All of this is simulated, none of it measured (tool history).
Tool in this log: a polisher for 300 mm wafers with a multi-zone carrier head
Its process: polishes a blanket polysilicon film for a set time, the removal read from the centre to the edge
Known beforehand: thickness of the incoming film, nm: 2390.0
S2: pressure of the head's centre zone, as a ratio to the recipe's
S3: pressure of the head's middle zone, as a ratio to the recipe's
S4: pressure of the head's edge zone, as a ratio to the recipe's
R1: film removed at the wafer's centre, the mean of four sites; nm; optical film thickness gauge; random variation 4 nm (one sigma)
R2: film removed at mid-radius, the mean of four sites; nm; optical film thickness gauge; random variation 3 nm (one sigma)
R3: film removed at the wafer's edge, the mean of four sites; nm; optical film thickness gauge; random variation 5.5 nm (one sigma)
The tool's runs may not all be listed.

{"run": 1, "hour": 0.0, "flow of slurry (ml/min)": 305, "S2": 1.0, "S3": 1.0, "S4": 1.0, "polishing time (s)": 55, "R1": 592.55, "R2": 616.99, "R3": 615.79}
{"run": 2, "hour": 4.3, "flow of slurry (ml/min)": 305, "S2": 1.0, "S3": 0.94, "S4": 1.0, "polishing time (s)": 55, "R1": 593.68, "R2": 583.99, "R3": 623.77}
{"run": 3, "hour": 11.2, "flow of slurry (ml/min)": 305, "S2": 1.02, "S3": 0.92, "S4": 0.97, "polishing time (s)": 52, "R1": 568.46, "R2": 540.81, "R3": 587.34}
{"run": 4, "hour": 13.6, "flow of slurry (ml/min)": 305, "S2": 1.05, "S3": 0.92, "S4": 0.94, "polishing time (s)": 50, "R1": 572.89, "R2": 526.14, "R3": 555.66}
{"run": 5, "hour": 18.7, "flow of slurry (ml/min)": 300, "S2": 1.06, "S3": 0.91, "S4": 0.92, "polishing time (s)": 48, "R1": 551.51, "R2": 499.19, "R3": 518.17}
{"run": 6, "hour": 22.1, "flow of slurry (ml/min)": 300, "S2": 1.06, "S3": 0.86, "S4": 0.92, "polishing time (s)": 48, "R1": 555.7, "R2": 475.0, "R3": 518.64}
{"run": 7, "hour": 22.9, "flow of slurry (ml/min)": 290, "S2": 1.06, "S3": 0.85, "S4": 0.9, "polishing time (s)": 48, "R1": 540.96, "R2": 474.11, "R3": 509.6}
{"run": 8, "hour": 25.9, "flow of slurry (ml/min)": 290, "S2": 1.06, "S3": 0.85, "S4": 0.9, "polishing time (s)": 48, "R1": 552.26, "R2": 475.49, "R3": 518.92}
{"run": 9, "hour": 34.4, "flow of slurry (ml/min)": 290, "S2": 1.07, "S3": 0.84, "S4": 0.89, "polishing time (s)": 47, "R1": 545.12, "R2": 460.48, "R3": 500.74}

For run 10, what comes out?
{"run": 10, "hour": 35.3, "flow of slurry (ml/min)": 285, "S2": 1.07, "S3": 0.83, "S4": 0.88, "polishing time (s)": 47, "R1": "?", "R2": "?", "R3": "?"}

R1: 544.73 nm
R2: 455.06 nm
R3: 491.49 nm
